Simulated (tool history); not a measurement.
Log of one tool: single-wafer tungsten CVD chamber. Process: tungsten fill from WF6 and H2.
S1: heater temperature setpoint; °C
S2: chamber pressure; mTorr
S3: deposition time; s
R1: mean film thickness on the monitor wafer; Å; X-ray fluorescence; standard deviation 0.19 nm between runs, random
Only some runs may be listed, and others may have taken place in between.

run,hour,S1,S2,S3,R1
1,0,385,34700,24.3,573
2,2.7,382,34600,24.3,534.66
3,6.8,382,34600,24.3,539.22
4,12.2,380,34600,24.3,513.78
5,13.7,380,37900,24.3,545.51
6,16.7,378,37900,24.3,517.47

Run 7, settings as shown, results not yet in. Your forecast:
7,22.9,377,37900,24.3,?

R1: 505.98 Å
